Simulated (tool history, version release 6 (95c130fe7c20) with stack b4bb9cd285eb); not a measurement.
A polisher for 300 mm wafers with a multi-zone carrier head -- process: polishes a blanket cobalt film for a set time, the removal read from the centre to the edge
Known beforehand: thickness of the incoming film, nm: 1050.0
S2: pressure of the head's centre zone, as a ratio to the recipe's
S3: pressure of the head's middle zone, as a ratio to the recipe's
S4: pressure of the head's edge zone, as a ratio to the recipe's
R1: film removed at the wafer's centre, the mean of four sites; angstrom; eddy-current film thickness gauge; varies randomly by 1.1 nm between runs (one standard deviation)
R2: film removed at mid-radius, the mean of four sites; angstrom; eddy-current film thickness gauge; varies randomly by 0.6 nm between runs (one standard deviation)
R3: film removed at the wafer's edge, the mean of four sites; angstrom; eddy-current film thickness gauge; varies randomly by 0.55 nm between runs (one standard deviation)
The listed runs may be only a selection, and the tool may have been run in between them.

Run 1, hour 0.0: flow of slurry (ml/min) 215, S2 1.00, S3 1.00, S4 1.00, polishing time (s) 31. Result: R1 1614.30 angstrom, R2 1715.70 angstrom, R3 1700.30 angstrom.
Run 2, hour 4.7: flow of slurry (ml/min) 215, S2 1.00, S3 1.08, S4 1.00, polishing time (s) 31. Result: R1 1619.00 angstrom, R2 1829.40 angstrom, R3 1678.50 angstrom.
Run 3, hour 7.9: flow of slurry (ml/min) 215, S2 1.00, S3 1.08, S4 0.92, polishing time (s) 31. Result: R1 1660.00 angstrom, R2 1833.60 angstrom, R3 1623.40 angstrom.
Run 4, hour 14.0: flow of slurry (ml/min) 215, S2 1.00, S3 1.08, S4 0.86, polishing time (s) 31. Result: R1 1611.70 angstrom, R2 1841.30 angstrom, R3 1573.20 angstrom.
Run 5, hour 15.3: flow of slurry (ml/min) 215, S2 1.00, S3 1.08, S4 0.81, polishing time (s) 31. Result: R1 1684.70 angstrom, R2 1828.00 angstrom, R3 1509.40 angstrom.
Run 6, hour 19.2: flow of slurry (ml/min) 215, S2 1.00, S3 1.08, S4 0.81, polishing time (s) 27. Result: R1 1438.30 angstrom, R2 1575.30 angstrom, R3 1327.20 angstrom.
Run 7, hour 22.7: flow of slurry (ml/min) 205, S2 0.97, S3 1.04, S4 0.81, polishing time (s) 24. Result: R1 1214.40 angstrom, R2 1374.80 angstrom, R3 1180.60 angstrom.
Run 8, hour 25.7: flow of slurry (ml/min) 195, S2 0.96, S3 0.99, S4 0.81, polishing time (s) 22. Result: R1 1090.50 angstrom, R2 1184.50 angstrom, R3 1070.70 angstrom.
Run 9, hour 31.0: flow of slurry (ml/min) 185, S2 0.94, S3 0.96, S4 0.81, polishing time (s) 21. Result: R1 1003.00 angstrom, R2 1093.60 angstrom, R3 1014.90 angstrom.
Run 10, hour 33.6: flow of slurry (ml/min) 175, S2 0.92, S3 0.94, S4 0.81, polishing time (s) 21. Result: R1 978.86 angstrom, R2 1057.80 angstrom, R3 1004.60 angstrom.
Run 11, hour 35.2: flow of slurry (ml/min) 170, S2 0.90, S3 0.93, S4 0.81, polishing time (s) 20. Result: R1 911.87 angstrom, R2 999.70 angstrom, R3 960.88 angstrom.
Run 12, hour 38.7: flow of slurry (ml/min) 165, S2 0.89, S3 0.92, S4 0.81, polishing time (s) 20. Result: R1 893.80 angstrom, R2 986.29 angstrom, R3 947.19 angstrom.
Run 13, hour 47.0: flow of slurry (ml/min) 160, S2 0.88, S3 0.91, S4 0.81, polishing time (s) 20. Result: R1 876.36 angstrom, R2 957.29 angstrom, R3 947.30 angstrom.

Predict the results of run 14:
Run 14, hour 49.2: flow of slurry (ml/min) 155, S2 0.88, S3 0.91, S4 0.81, polishing time (s) 20. Result: R1 ?, R2 ?, R3 ?.

{"run 14": {"R1": 869.0, "R2": 953.37, "R3": 943.02}}
